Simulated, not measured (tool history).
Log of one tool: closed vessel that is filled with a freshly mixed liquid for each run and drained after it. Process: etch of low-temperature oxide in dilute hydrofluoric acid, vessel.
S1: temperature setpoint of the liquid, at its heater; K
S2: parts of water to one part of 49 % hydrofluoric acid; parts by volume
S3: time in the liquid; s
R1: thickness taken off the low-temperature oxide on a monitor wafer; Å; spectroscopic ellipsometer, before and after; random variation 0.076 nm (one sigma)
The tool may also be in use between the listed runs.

Run 1, hour 0: S1 298.15 K, S2 190 parts by volume, S3 265 s. Result: R1 222.79 Å.
Run 2, hour 3.4: S1 300.65 K, S2 190 parts by volume, S3 265 s. Result: R1 242.57 Å.
Run 3, hour 4.5: S1 298.15 K, S2 190 parts by volume, S3 265 s. Result: R1 221.2 Å.
Run 4, hour 7: S1 296.15 K, S2 190 parts by volume, S3 265 s. Result: R1 203.37 Å.
Run 5, hour 13.6: S1 294.65 K, S2 190 parts by volume, S3 265 s. Result: R1 194.77 Å.
Run 6, hour 20.4: S1 293.15 K, S2 190 parts by volume, S3 265 s. Result: R1 183.98 Å.
Run 7, hour 24.8: S1 292.65 K, S2 190 parts by volume, S3 265 s. Result: R1 180.54 Å.
Run 8, hour 28.4: S1 292.15 K, S2 190 parts by volume, S3 265 s. Result: R1 177.55 Å.
Run 9, hour 33.9: S1 291.65 K, S2 190 parts by volume, S3 265 s. Result: R1 171.9 Å.

Run 10 comes next. What will it give?
Run 10, hour 34.9: S1 291.15 K, S2 190 parts by volume, S3 265 s. Result: R1 ?.

{"run 10": {"R1": 170.21}}
